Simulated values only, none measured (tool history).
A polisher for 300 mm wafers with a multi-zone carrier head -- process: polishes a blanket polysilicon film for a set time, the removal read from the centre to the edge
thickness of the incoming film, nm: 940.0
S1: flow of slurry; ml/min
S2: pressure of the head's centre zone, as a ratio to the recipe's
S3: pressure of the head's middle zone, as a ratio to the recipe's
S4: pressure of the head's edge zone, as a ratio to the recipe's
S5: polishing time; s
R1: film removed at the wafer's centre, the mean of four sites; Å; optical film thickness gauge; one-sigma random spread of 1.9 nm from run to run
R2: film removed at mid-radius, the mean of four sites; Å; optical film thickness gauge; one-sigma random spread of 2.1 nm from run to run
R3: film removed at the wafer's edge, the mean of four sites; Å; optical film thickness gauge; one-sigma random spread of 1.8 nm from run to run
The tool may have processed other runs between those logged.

run	day	S1	S2	S3	S4	S5	R1	R2	R3
1	0	285	1	1	1	40	3176.5	3220.2	3132.2
2	0.342	285	0.92	1	1	40	2985.3	3169.6	3152.1
3	0.542	285	0.96	0.95	0.96	37	2837	2782.1	2854.6
4	0.817	285	0.96	0.95	1.03	37	2845.3	2789.6	2917
5	1.042	285	0.99	0.93	0.99	35	2774.3	2575.5	2721.1
6	1.138	280	1.01	0.92	0.95	33	2633.3	2402.8	2514.4

The next listed run, before its measurement:
7	1.279	270	1.02	0.9	0.91	33	?	?	?

R1: 2645.3 Å
R2: 2373.2 Å
R3: 2461.1 Å
